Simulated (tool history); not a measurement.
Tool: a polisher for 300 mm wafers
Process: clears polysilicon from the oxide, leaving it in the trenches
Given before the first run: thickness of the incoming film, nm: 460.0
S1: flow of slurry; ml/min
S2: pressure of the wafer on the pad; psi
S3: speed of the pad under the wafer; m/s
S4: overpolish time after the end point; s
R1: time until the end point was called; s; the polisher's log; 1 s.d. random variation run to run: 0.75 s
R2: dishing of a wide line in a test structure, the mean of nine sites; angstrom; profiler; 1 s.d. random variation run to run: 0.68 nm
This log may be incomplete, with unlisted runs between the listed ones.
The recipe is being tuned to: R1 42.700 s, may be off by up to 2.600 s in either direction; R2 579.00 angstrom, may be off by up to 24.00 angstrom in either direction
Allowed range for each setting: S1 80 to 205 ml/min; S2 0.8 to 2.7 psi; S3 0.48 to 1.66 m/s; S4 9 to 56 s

run    day   S1   S2    S3  S4      R1      R2
  1  0.000  135  1.7  1.06  29  56.882  584.02
  2  0.246  160  1.7  1.06  29  53.904  573.09
  3  0.446  160  1.8  1.06  29  50.329  580.61
  4  0.488  165  1.8  1.06  28  50.629  588.95
  5  0.796  165  1.8  1.06  16  50.888  547.14
  6  0.921  165  1.4  1.06  16  66.428  502.11
  7  1.054  165  1.5  1.06  17  62.750  523.33
  8  1.379  165  1.5  1.06  17  62.613  527.37
  9  1.417  165  1.6  1.06  18  58.163  539.62
 10  1.550  165  1.7  1.06  18  53.499  544.47
 11  1.617  165  1.8  1.06  18  51.184  549.32
 12  1.742  165  1.9  1.06  19  50.057  570.67
 13  1.933  165  1.9  1.08  18  49.618  560.05

4 next moves are on the table. One of them brings every result within its allowed miss. Which?
  A  2.125  160  1.9  0.90  18   ?   ?
  B  2.125  150  2.3  0.82  28   ?   ?
  C  2.125  140  2.5  0.80  24   ?   ?
  D  2.125  145  2.6  0.88  45   ?   ?

move      R1      R2
   A  56.344  535.87
   B  51.647  572.27
   C  49.298  568.21
   D  43.050  579.32
A: moves away from the targets compared with the last run
B: moves away from the targets compared with the last run
C: neither nearer nor further off than the last run
D: meets every target
D meets every target.
